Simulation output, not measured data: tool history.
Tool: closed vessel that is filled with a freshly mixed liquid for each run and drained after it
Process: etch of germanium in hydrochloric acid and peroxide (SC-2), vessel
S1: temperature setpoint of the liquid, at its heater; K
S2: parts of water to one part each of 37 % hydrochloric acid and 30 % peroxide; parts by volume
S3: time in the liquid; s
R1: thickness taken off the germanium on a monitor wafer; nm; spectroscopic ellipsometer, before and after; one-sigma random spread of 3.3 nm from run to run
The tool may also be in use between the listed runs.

Run 1, hour 0.0: S1 334.15 K, S2 7.0 parts by volume, S3 90 s. Result: R1 285.52 nm.
Run 2, hour 7.2: S1 335.65 K, S2 7.0 parts by volume, S3 90 s. Result: R1 299.71 nm.
Run 3, hour 11.3: S1 335.65 K, S2 7.0 parts by volume, S3 90 s. Result: R1 298.39 nm.
Run 4, hour 16.5: S1 335.65 K, S2 7.0 parts by volume, S3 95 s. Result: R1 316.50 nm.
Run 5, hour 24.2: S1 339.65 K, S2 7.0 parts by volume, S3 95 s. Result: R1 353.93 nm.
Run 6, hour 29.0: S1 345.15 K, S2 7.0 parts by volume, S3 95 s. Result: R1 407.97 nm.
Run 7, hour 31.5: S1 344.65 K, S2 7.0 parts by volume, S3 95 s. Result: R1 403.59 nm.

What will run 8 give?
Run 8, hour 33.1: S1 344.15 K, S2 7.0 parts by volume, S3 95 s. Result: R1 ?.

{"run 8": {"R1": 408.39}}

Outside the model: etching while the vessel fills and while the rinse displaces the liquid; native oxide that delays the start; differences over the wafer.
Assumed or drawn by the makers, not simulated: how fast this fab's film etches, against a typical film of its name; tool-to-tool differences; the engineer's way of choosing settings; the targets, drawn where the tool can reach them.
